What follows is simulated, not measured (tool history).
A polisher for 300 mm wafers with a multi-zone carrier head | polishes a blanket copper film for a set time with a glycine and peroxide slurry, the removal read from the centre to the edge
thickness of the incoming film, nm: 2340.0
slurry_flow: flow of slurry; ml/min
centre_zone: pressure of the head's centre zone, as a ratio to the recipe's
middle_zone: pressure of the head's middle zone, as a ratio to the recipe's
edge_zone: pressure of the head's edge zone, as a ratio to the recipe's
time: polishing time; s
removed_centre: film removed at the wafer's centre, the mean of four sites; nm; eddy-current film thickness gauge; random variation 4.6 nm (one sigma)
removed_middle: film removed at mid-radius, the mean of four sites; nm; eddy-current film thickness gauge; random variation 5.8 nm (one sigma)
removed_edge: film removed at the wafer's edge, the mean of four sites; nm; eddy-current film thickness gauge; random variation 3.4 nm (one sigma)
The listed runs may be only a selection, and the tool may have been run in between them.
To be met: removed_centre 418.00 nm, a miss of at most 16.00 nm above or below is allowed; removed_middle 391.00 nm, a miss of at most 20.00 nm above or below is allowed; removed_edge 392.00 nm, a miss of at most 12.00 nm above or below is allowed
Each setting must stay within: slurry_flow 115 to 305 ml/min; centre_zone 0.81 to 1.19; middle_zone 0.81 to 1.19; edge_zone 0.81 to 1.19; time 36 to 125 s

run,hour,slurry_flow,centre_zone,middle_zone,edge_zone,time,removed_centre,removed_middle,removed_edge
1,0.0,195,1.00,1.00,1.00,80,481.62,488.44,488.74
2,8.6,195,1.00,1.00,0.95,80,479.69,494.43,469.79
3,13.1,190,1.00,0.97,0.93,79,465.83,481.07,462.17
4,15.5,190,0.96,0.97,0.93,79,456.71,468.71,467.52
5,18.1,145,0.96,0.97,0.93,79,432.09,442.89,448.65
6,26.4,140,0.98,0.96,0.92,78,434.54,428.56,439.21
7,34.5,135,0.99,0.96,0.91,77,419.75,425.77,436.06
8,38.1,140,1.02,0.95,0.90,75,422.73,412.26,414.73
9,41.0,135,1.03,0.95,0.89,75,427.89,406.45,418.55

Exercise: of the 4 proposed moves below, exactly one satisfies all targets within the stated allowed misses. Which move is it?
A,43.9,155,1.02,0.91,0.84,72,?,?,?
B,43.9,170,1.19,0.81,0.87,70,?,?,?
C,43.9,180,1.01,0.90,0.96,70,?,?,?
D,43.9,125,1.10,0.82,0.89,72,?,?,?

move,removed_centre,removed_middle,removed_edge
A,415.24,384.20,391.24
B,458.52,345.51,392.12
C,414.30,380.92,413.02
D,412.00,334.68,387.56
A: all results land within tolerance of their targets
B: corrects the largest miss of the last run, while another result sits out of spec
C: nearer the targets than the last run, but a result is still out of spec
D: corrects the largest miss of the last run, while another result sits out of spec
The right move is A.
